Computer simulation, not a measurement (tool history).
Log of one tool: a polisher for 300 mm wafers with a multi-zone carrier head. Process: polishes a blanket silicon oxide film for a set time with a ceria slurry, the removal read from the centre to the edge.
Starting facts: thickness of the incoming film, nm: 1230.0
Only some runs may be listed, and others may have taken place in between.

run,hour,flow of slurry (ml/min),pressure of the head's centre zone,pressure of the head's middle zone,pressure of the head's edge zone,polishing time (s),film removed at the wafer's centre (nm),film removed at mid-radius (nm),film removed at the wafer's edge (nm)
1,0.0,275,1.00,1.00,1.00,62,374.35,365.78,363.22
2,0.9,275,1.00,1.04,1.00,62,375.80,381.99,363.66
3,2.2,275,1.00,1.04,0.95,62,369.03,379.14,360.75
4,10.2,275,1.06,1.04,0.95,62,388.03,376.51,353.63
5,15.1,275,1.06,1.04,0.95,51,322.87,311.53,294.96
6,19.8,275,1.06,1.04,0.95,36,225.69,218.20,210.02
7,21.3,270,1.00,1.03,0.99,41,242.59,244.10,238.21

Run 8 comes next. What will it give?
8,23.7,270,0.95,1.02,1.02,44,?,?,?

film removed at the wafer's centre (nm): 245.96
film removed at mid-radius (nm): 263.20
film removed at the wafer's edge (nm): 262.55

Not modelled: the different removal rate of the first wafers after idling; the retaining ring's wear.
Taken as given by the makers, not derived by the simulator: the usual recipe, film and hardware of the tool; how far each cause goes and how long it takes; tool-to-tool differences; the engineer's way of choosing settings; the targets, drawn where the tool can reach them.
